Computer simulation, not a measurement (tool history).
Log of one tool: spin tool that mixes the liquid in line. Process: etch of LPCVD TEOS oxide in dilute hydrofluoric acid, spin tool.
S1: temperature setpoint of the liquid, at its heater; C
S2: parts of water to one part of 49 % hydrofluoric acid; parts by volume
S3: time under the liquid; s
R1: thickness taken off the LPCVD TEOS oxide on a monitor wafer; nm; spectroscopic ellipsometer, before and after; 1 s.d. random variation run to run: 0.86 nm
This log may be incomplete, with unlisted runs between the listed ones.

Run 1, hour 0: S1 22 C, S2 175 parts by volume, S3 310 s. Result: R1 90.356 nm.
Run 2, hour 5.5: S1 22 C, S2 175 parts by volume, S3 335 s. Result: R1 97.633 nm.
Run 3, hour 11.1: S1 20.5 C, S2 175 parts by volume, S3 335 s. Result: R1 92.452 nm.
Run 4, hour 19.5: S1 20.5 C, S2 175 parts by volume, S3 310 s. Result: R1 84.375 nm.
Run 5, hour 27.7: S1 23 C, S2 170 parts by volume, S3 310 s. Result: R1 96.45 nm.
Run 6, hour 29.4: S1 25 C, S2 170 parts by volume, S3 310 s. Result: R1 104.83 nm.
Run 7, hour 34.5: S1 26.5 C, S2 170 parts by volume, S3 310 s. Result: R1 111.09 nm.
Run 8, hour 38.4: S1 27.5 C, S2 165 parts by volume, S3 310 s. Result: R1 117.13 nm.

What will run 9 give?
Run 9, hour 43.5: S1 30 C, S2 150 parts by volume, S3 310 s. Result: R1 ?.

For run 9 the tool returned R1 145.62 nm.

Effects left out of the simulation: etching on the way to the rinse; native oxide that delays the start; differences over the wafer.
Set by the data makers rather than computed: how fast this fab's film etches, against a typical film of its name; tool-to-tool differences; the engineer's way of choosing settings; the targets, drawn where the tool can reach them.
